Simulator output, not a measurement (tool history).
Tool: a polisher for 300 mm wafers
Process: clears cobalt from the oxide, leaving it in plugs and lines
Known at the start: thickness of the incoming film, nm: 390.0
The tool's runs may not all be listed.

run	hour	flow of slurry (ml/min)	pressure of the wafer on the pad (psi)	speed of the pad under the wafer (m/s)	overpolish time after the end point (s)	time until the end point was called (s)	dishing of a wide line in a test structure (nm)
1	0	120	1.6	1.08	16	76.914	47.752
2	2.5	110	1.6	1.08	16	77.256	46.881
3	7.5	110	1.7	1.08	16	75.226	46.275
4	13.5	115	1.8	1.08	16	71.527	47.864
5	14	115	1.9	1.1	16	65.824	50.509
6	20.4	115	1.9	0.94	16	76.321	47.549
7	28.3	115	2	0.94	16	73.118	46.444
8	30.3	115	2.1	0.94	17	70.577	50.098

The next listed run, before its measurement:
9	33.1	115	2.2	0.94	17	?	?

Run 9 gave time until the end point was called (s) 65.848, dishing of a wide line in a test structure (nm) 51.226.
